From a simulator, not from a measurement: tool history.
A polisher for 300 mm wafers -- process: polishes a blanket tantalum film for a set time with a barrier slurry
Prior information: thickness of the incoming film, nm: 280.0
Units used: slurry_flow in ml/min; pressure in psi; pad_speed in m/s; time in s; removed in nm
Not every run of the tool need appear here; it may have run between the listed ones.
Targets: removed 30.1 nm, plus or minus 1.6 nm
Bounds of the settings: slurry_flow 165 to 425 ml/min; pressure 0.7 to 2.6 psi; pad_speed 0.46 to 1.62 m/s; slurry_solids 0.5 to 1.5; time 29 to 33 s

run 1 hour=0 | slurry_flow=275 pressure=1.6 pad_speed=1.04 slurry_solids=1 time=33 | removed=42.798
run 2 hour=5.6 | slurry_flow=275 pressure=1.5 pad_speed=1.04 slurry_solids=1 time=33 | removed=40.392
run 3 hour=10.3 | slurry_flow=275 pressure=1.5 pad_speed=1.16 slurry_solids=1 time=33 | removed=43.595
run 4 hour=14.7 | slurry_flow=275 pressure=1.5 pad_speed=0.9 slurry_solids=1 time=33 | removed=34.678
run 5 hour=21.4 | slurry_flow=275 pressure=1.7 pad_speed=0.9 slurry_solids=1 time=33 | removed=39.29
run 6 hour=24.6 | slurry_flow=275 pressure=1.7 pad_speed=1.14 slurry_solids=1 time=33 | removed=50.407
run 7 hour=31.5 | slurry_flow=275 pressure=1.5 pad_speed=1.14 slurry_solids=1 time=33 | removed=43.334
run 8 hour=34.1 | slurry_flow=275 pressure=1.4 pad_speed=1.14 slurry_solids=1 time=33 | removed=40.655
run 9 hour=35.1 | slurry_flow=275 pressure=1.3 pad_speed=1.14 slurry_solids=1 time=33 | removed=38.739
run 10 hour=43.3 | slurry_flow=275 pressure=1.2 pad_speed=1.14 slurry_solids=1 time=33 | removed=34.315

Below are 5 possible settings for the next run. Only one of them brings all results inside the allowed miss of their targets. Which is it?
run A hour=51.5 | slurry_flow=275 pressure=1.1 pad_speed=1.5 slurry_solids=1 time=33 | removed=?
run B hour=51.5 | slurry_flow=200 pressure=1.3 pad_speed=1.4 slurry_solids=1 time=32 | removed=?
run C hour=51.5 | slurry_flow=215 pressure=1.2 pad_speed=1.14 slurry_solids=1.05 time=29 | removed=?
run D hour=51.5 | slurry_flow=250 pressure=1.3 pad_speed=1.06 slurry_solids=0.9 time=33 | removed=?
run E hour=51.5 | slurry_flow=250 pressure=1.3 pad_speed=1.02 slurry_solids=1.2 time=32 | removed=?

move=A removed=42.353
move=B removed=43.254
move=C removed=30.621
move=D removed=33.434
move=E removed=35.016
A: misses by more than the last run did
B: misses by more than the last run did
C: in spec on every target
D: an improvement on the last run, though not all results are within tolerance
E: misses by more than the last run did
The move that meets every target is C.
